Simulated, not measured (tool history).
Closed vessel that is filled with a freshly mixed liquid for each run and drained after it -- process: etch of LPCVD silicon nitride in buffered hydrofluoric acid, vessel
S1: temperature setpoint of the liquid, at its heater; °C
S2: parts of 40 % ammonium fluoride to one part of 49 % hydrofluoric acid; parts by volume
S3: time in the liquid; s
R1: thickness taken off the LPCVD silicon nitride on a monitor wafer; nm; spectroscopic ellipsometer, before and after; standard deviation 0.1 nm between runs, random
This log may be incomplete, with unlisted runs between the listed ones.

| run | hour | S1 | S2 | S3 | R1 |
|---|---|---|---|---|---|
| 1 | 0.0 | 23.0 | 15.5 | 1450 | 12.387 |
| 2 | 2.8 | 23.0 | 19.0 | 1450 | 10.134 |
| 3 | 8.2 | 25.5 | 19.0 | 1450 | 11.601 |
| 4 | 15.4 | 27.0 | 19.0 | 1450 | 12.638 |
| 5 | 19.5 | 28.0 | 19.0 | 1450 | 13.254 |
| 6 | 28.4 | 28.0 | 19.0 | 1450 | 13.455 |

Run 7 is up next; what results do you expect?
| 7 | 33.2 | 29.0 | 19.0 | 1450 | ? |

Run 7 came out at R1 14.191 nm.

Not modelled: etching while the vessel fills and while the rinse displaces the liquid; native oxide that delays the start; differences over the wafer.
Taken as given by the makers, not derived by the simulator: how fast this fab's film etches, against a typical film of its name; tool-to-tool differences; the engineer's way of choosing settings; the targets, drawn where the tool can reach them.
